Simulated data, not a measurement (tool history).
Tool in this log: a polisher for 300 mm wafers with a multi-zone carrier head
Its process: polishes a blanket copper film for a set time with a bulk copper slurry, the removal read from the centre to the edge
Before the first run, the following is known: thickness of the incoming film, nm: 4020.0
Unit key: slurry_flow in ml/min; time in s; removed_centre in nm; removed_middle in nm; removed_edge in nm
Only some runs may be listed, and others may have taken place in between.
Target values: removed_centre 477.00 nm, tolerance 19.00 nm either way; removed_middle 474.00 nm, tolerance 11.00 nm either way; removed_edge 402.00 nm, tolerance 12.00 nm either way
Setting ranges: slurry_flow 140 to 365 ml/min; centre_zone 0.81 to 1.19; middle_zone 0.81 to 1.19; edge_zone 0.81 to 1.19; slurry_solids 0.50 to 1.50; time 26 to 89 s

| run | hour | slurry_flow | centre_zone | middle_zone | edge_zone | slurry_solids | time | removed_centre | removed_middle | removed_edge |
|---|---|---|---|---|---|---|---|---|---|---|
| 1 | 0.0 | 235 | 1.00 | 1.00 | 1.00 | 1.00 | 57 | 657.43 | 654.87 | 618.86 |
| 2 | 6.4 | 235 | 1.00 | 1.00 | 0.97 | 0.90 | 54 | 596.06 | 610.30 | 563.16 |
| 3 | 10.9 | 235 | 1.09 | 1.00 | 0.97 | 0.90 | 54 | 648.96 | 607.12 | 559.78 |
| 4 | 14.1 | 235 | 1.09 | 1.00 | 0.97 | 0.90 | 40 | 490.43 | 457.10 | 418.29 |
| 5 | 17.0 | 235 | 1.02 | 1.00 | 0.97 | 0.90 | 40 | 453.20 | 446.88 | 419.88 |
| 6 | 21.4 | 235 | 1.02 | 1.00 | 0.97 | 1.10 | 40 | 478.03 | 470.62 | 428.58 |
| 7 | 25.5 | 235 | 1.03 | 1.00 | 0.95 | 1.10 | 40 | 484.03 | 469.11 | 432.19 |
| 8 | 29.0 | 235 | 1.04 | 1.01 | 0.93 | 1.05 | 40 | 471.71 | 467.18 | 419.97 |
| 9 | 30.5 | 235 | 1.05 | 1.02 | 0.92 | 1.05 | 40 | 476.00 | 470.76 | 420.37 |
| 10 | 37.7 | 235 | 1.06 | 1.03 | 0.90 | 1.05 | 40 | 481.83 | 479.48 | 418.80 |
| 11 | 44.7 | 235 | 1.07 | 1.03 | 0.89 | 1.05 | 40 | 491.59 | 478.61 | 411.57 |

Pick the move, out of 4, that brings all results within their allowed miss; only one does.
| A | 51.7 | 180 | 1.19 | 1.08 | 0.88 | 1.00 | 40 | ? | ? | ? |
| B | 51.7 | 170 | 1.07 | 1.02 | 0.81 | 1.00 | 42 | ? | ? | ? |
| C | 51.7 | 315 | 1.07 | 0.97 | 0.83 | 1.00 | 42 | ? | ? | ? |
| D | 51.7 | 320 | 1.12 | 1.04 | 0.94 | 1.05 | 39 | ? | ? | ? |

| move | removed_centre | removed_middle | removed_edge |
|---|---|---|---|
| A | 519.34 | 479.17 | 398.45 |
| B | 489.99 | 477.17 | 402.55 |
| C | 532.35 | 494.61 | 430.05 |
| D | 522.23 | 490.93 | 424.91 |
A: puts the biggest miss on target and leaves a different result outside tolerance
B: each result inside its tolerance
C: misses by more than the last run did
D: misses by more than the last run did
Go with B: it meets all targets.

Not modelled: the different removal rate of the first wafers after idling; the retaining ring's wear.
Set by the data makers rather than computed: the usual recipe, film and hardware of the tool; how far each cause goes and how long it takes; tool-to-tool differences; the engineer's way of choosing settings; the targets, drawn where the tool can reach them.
